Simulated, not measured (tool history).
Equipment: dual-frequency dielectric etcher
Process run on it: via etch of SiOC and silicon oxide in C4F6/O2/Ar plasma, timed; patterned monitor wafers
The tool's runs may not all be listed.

| run | hour | source power (kW) | bias power (kW) | etch time (s) | mean etch depth across the wafer (Å) |
|---|---|---|---|---|---|
| 1 | 0.0 | 0.410 | 0.180 | 38.0 | 367.19 |
| 2 | 8.5 | 0.390 | 0.177 | 38.0 | 356.25 |
| 3 | 14.3 | 0.380 | 0.175 | 38.0 | 353.49 |
| 4 | 16.9 | 0.430 | 0.175 | 38.0 | 364.15 |
| 5 | 17.6 | 0.410 | 0.170 | 38.0 | 358.32 |
| 6 | 23.2 | 0.400 | 0.167 | 38.0 | 357.42 |
|  | 29.6 | wet clean of the chamber |
| 7 | 29.6 | 0.390 | 0.163 | 38.0 | 372.29 |
| 8 | 34.8 | 0.390 | 0.172 | 37.5 | 370.82 |

What will run 9 give?
| 9 | 42.4 | 0.310 | 0.156 | 37.0 | ? |

Run 9 came out at mean etch depth across the wafer (Å) 327.56.
